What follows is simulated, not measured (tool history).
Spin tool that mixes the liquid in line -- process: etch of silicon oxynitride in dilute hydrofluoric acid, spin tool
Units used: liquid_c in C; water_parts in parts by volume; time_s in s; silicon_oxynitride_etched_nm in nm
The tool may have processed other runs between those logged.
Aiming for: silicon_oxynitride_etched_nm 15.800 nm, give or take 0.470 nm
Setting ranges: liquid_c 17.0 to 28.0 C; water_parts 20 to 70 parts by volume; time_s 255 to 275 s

run 1 hour=0.0 | liquid_c=20.0 water_parts=40 time_s=255 | silicon_oxynitride_etched_nm=22.119
run 2 hour=0.6 | liquid_c=19.5 water_parts=40 time_s=255 | silicon_oxynitride_etched_nm=21.171
run 3 hour=8.7 | liquid_c=19.0 water_parts=40 time_s=255 | silicon_oxynitride_etched_nm=20.467
run 4 hour=16.5 | liquid_c=19.0 water_parts=40 time_s=255 | silicon_oxynitride_etched_nm=20.603
run 5 hour=18.9 | liquid_c=18.0 water_parts=45 time_s=255 | silicon_oxynitride_etched_nm=17.151
run 6 hour=22.7 | liquid_c=20.0 water_parts=45 time_s=255 | silicon_oxynitride_etched_nm=18.936
run 7 hour=26.8 | liquid_c=19.5 water_parts=45 time_s=255 | silicon_oxynitride_etched_nm=18.467
run 8 hour=30.2 | liquid_c=19.0 water_parts=45 time_s=255 | silicon_oxynitride_etched_nm=18.156
run 9 hour=37.4 | liquid_c=18.0 water_parts=45 time_s=255 | silicon_oxynitride_etched_nm=17.542
run 10 hour=45.0 | liquid_c=17.0 water_parts=50 time_s=255 | silicon_oxynitride_etched_nm=14.766

Consider the 5 candidate settings below. Which is the only one whose results all fall within their allowed miss of target?
run A hour=52.6 | liquid_c=19.0 water_parts=65 time_s=275 | silicon_oxynitride_etched_nm=?
run B hour=52.6 | liquid_c=17.0 water_parts=55 time_s=270 | silicon_oxynitride_etched_nm=?
run C hour=52.6 | liquid_c=17.0 water_parts=55 time_s=260 | silicon_oxynitride_etched_nm=?
run D hour=52.6 | liquid_c=17.0 water_parts=50 time_s=270 | silicon_oxynitride_etched_nm=?
run E hour=52.6 | liquid_c=17.5 water_parts=60 time_s=275 | silicon_oxynitride_etched_nm=?

move=A silicon_oxynitride_etched_nm=13.427
move=B silicon_oxynitride_etched_nm=14.132
move=C silicon_oxynitride_etched_nm=13.609
move=D silicon_oxynitride_etched_nm=15.589
move=E silicon_oxynitride_etched_nm=13.504
A: lands further from the targets than the last run did
B: lands further from the targets than the last run did
C: lands further from the targets than the last run did
D: every result lands within tolerance
E: lands further from the targets than the last run did
So the answer is move D, the one that meets all the targets.

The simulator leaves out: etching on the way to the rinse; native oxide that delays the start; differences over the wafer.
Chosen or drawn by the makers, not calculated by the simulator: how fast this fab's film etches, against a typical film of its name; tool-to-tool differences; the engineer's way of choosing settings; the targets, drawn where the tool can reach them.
